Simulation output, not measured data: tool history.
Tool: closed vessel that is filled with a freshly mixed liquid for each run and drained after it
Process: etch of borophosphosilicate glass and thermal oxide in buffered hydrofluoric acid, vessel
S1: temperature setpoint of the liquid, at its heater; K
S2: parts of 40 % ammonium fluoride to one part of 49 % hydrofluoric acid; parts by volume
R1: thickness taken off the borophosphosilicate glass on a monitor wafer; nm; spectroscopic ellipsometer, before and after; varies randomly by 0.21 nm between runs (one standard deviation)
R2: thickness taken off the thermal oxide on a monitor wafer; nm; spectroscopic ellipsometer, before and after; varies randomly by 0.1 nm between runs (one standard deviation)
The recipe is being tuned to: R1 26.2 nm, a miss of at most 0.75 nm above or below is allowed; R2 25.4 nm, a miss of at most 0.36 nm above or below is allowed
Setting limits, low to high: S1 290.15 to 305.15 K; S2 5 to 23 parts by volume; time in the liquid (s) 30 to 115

{"run": 1, "hour": 0.0, "S1": 297.15, "S2": 14, "time in the liquid (s)": 60, "R1": 59.614, "R2": 58.842}
{"run": 2, "hour": 6.4, "S1": 296.65, "S2": 14.5, "time in the liquid (s)": 60, "R1": 56.571, "R2": 54.548}
{"run": 3, "hour": 12.6, "S1": 300.15, "S2": 14.5, "time in the liquid (s)": 60, "R1": 68.477, "R2": 66.353}
{"run": 4, "hour": 18.5, "S1": 299.15, "S2": 15, "time in the liquid (s)": 60, "R1": 62.97, "R2": 60.849}
{"run": 5, "hour": 26.6, "S1": 298.15, "S2": 15.5, "time in the liquid (s)": 60, "R1": 56.46, "R2": 56.118}
{"hour": 31.7, "done": "hydrofluoric acid flow meter replaced"}
{"run": 6, "hour": 31.7, "S1": 300.65, "S2": 15.5, "time in the liquid (s)": 60, "R1": 60.271, "R2": 58.787}
{"run": 7, "hour": 34.0, "S1": 296.65, "S2": 20, "time in the liquid (s)": 50, "R1": 30.956, "R2": 30.595}
{"run": 8, "hour": 38.3, "S1": 296.15, "S2": 20, "time in the liquid (s)": 50, "R1": 30.785, "R2": 29.624}
{"run": 9, "hour": 41.3, "S1": 295.65, "S2": 20, "time in the liquid (s)": 50, "R1": 29.629, "R2": 28.903}
{"run": 10, "hour": 49.7, "S1": 295.15, "S2": 20, "time in the liquid (s)": 50, "R1": 29.028, "R2": 28.054}
{"run": 11, "hour": 55.3, "S1": 295.15, "S2": 20, "time in the liquid (s)": 50, "R1": 29.024, "R2": 28.155}
{"run": 12, "hour": 56.6, "S1": 294.15, "S2": 20, "time in the liquid (s)": 50, "R1": 27.246, "R2": 26.617}
{"run": 13, "hour": 61.0, "S1": 293.65, "S2": 20, "time in the liquid (s)": 50, "R1": 26.77, "R2": 25.923}

Pick the move, out of 4, that brings all results within their allowed miss; only one does.
{"run": "A", "hour": 65.4, "S1": 305.15, "S2": 23, "time in the liquid (s)": 30, "R1": "?", "R2": "?"}
{"run": "B", "hour": 65.4, "S1": 300.15, "S2": 23, "time in the liquid (s)": 40, "R1": "?", "R2": "?"}
{"run": "C", "hour": 65.4, "S1": 298.15, "S2": 20.5, "time in the liquid (s)": 40, "R1": "?", "R2": "?"}
{"run": "D", "hour": 65.4, "S1": 291.15, "S2": 19.5, "time in the liquid (s)": 55, "R1": "?", "R2": "?"}

move=A R1=26.494 R2=26.426
move=B R1=27.151 R2=27.024
move=C R1=26.403 R2=26.246
move=D R1=25.759 R2=25.497
A: lands further from the targets than the last run did
B: lands further from the targets than the last run did
C: lands further from the targets than the last run did
D: all results land within tolerance of their targets
So the answer is move D, the one that meets all the targets.
